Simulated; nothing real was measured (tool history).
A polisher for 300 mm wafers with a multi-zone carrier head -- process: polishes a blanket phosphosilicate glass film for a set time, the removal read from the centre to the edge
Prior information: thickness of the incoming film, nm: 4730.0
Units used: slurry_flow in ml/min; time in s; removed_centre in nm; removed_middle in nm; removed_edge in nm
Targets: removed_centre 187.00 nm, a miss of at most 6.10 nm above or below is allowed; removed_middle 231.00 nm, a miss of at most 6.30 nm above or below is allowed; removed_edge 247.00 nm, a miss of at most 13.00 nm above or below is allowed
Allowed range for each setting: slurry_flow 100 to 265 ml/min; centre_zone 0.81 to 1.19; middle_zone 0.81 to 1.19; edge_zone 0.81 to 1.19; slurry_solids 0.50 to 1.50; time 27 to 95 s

run  hour  slurry_flow  centre_zone  middle_zone  edge_zone  slurry_solids  time  removed_centre  removed_middle  removed_edge
  1   0.0          170         1.00         1.00       1.00           1.00    61          448.56          457.76        456.55
  2   5.5          170         1.04         1.00       1.00           1.00    61          471.13          449.79        470.90
  3  12.2          170         1.04         1.00       1.07           1.00    61          471.70          449.82        479.78
  4  17.3          190         1.04         1.00       1.07           1.00    61          467.63          464.67        488.38
  5  23.5          155         1.04         1.00       1.07           1.00    61          462.80          445.37        466.21
  6  24.7          155         1.04         1.00       1.03           1.00    61          463.08          445.08        474.73
  7  27.7          110         0.94         1.01       1.03           0.75    44          245.84          271.82        284.58
  8  34.7          110         0.94         1.01       1.03           0.75    44          247.06          272.62        287.30
  9  40.3          110         0.90         1.00       1.02           0.70    44          228.37          260.63        271.02
 10  43.8          100         0.81         0.98       1.09           0.55    43          176.77          216.61        240.58
 11  47.4          110         0.81         0.99       1.09           0.55    43          177.21          224.00        242.41

5 next moves are on the table. One of them brings every result within its allowed miss. Which?
  A  51.0          110         0.91         1.01       1.05           0.55    41               ?               ?             ?
  B  51.0          100         0.82         1.02       1.19           0.50    45               ?               ?             ?
  C  51.0          100         0.82         0.98       1.02           0.55    46               ?               ?             ?
  D  51.0          110         0.85         0.93       1.02           0.70    39               ?               ?             ?
  E  51.0          100         0.84         0.94       1.13           0.55    43               ?               ?             ?

move  removed_centre  removed_middle  removed_edge
   A          190.20          213.95        226.57
   B          175.38          221.40        248.66
   C          189.35          231.24        248.52
   D          192.47          216.60        242.53
   E          181.31          208.67        244.65
A: the worst result of the last run now meets its target, but another is out of spec
B: the biggest miss grows against the last run
C: all results in spec
D: the worst result of the last run now meets its target, but another is out of spec
E: the worst result of the last run now meets its target, but another is out of spec
Go with C: it meets all targets.
